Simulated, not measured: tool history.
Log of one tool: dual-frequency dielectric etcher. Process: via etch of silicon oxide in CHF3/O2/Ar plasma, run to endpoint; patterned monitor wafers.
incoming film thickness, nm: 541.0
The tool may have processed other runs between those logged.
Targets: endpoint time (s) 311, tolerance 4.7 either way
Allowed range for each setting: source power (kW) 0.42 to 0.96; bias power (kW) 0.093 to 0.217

run	hour	source power (kW)	bias power (kW)	endpoint time (s)
1	0	0.69	0.155	256.36
2	7.6	0.69	0.167	249.18
3	14.8	0.61	0.156	268.66
4	21.2	0.67	0.156	260.04
5	29.6	0.67	0.136	275.28
6	34	0.61	0.135	287.77
7	38.6	0.57	0.134	297.07
8	45.9	0.55	0.134	300.52
9	53.1	0.53	0.134	305.21

Next run, 4 choices. One meets every target within its allowed miss, the rest don't. Which?
A	60.3	0.53	0.135	?
B	60.3	0.52	0.13	?
C	60.3	0.64	0.128	?
D	60.3	0.54	0.136	?

move	endpoint time (s)
A	303.99
B	311.74
C	289.39
D	300.74
A: further off than the last run
B: meets every target
C: further off than the last run
D: further off than the last run
B meets every target.
